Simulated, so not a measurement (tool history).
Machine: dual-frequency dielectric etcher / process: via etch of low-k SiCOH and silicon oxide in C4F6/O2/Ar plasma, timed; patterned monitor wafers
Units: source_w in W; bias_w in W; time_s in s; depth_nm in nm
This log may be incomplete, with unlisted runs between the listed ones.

{"run": 1, "hour": 0.0, "source_w": 330, "bias_w": 141, "time_s": 42, "depth_nm": 90.967}
{"run": 2, "hour": 3.1, "source_w": 330, "bias_w": 157, "time_s": 42, "depth_nm": 94.689}
{"run": 3, "hour": 7.0, "source_w": 350, "bias_w": 159, "time_s": 42, "depth_nm": 97.729}
{"run": 4, "hour": 8.9, "source_w": 350, "bias_w": 159, "time_s": 38.5, "depth_nm": 89.223}
{"run": 5, "hour": 16.1, "source_w": 350, "bias_w": 177, "time_s": 38.5, "depth_nm": 93.566}
{"run": 6, "hour": 22.9, "source_w": 400, "bias_w": 177, "time_s": 38.5, "depth_nm": 98.549}
{"run": 7, "hour": 26.6, "source_w": 410, "bias_w": 179, "time_s": 38.5, "depth_nm": 100.11}
{"run": 8, "hour": 33.8, "source_w": 420, "bias_w": 180, "time_s": 38.5, "depth_nm": 101.03}

Forecast run 9:
{"run": 9, "hour": 40.0, "source_w": 420, "bias_w": 180, "time_s": 38.5, "depth_nm": "?"}

depth_nm: 100.79 nm
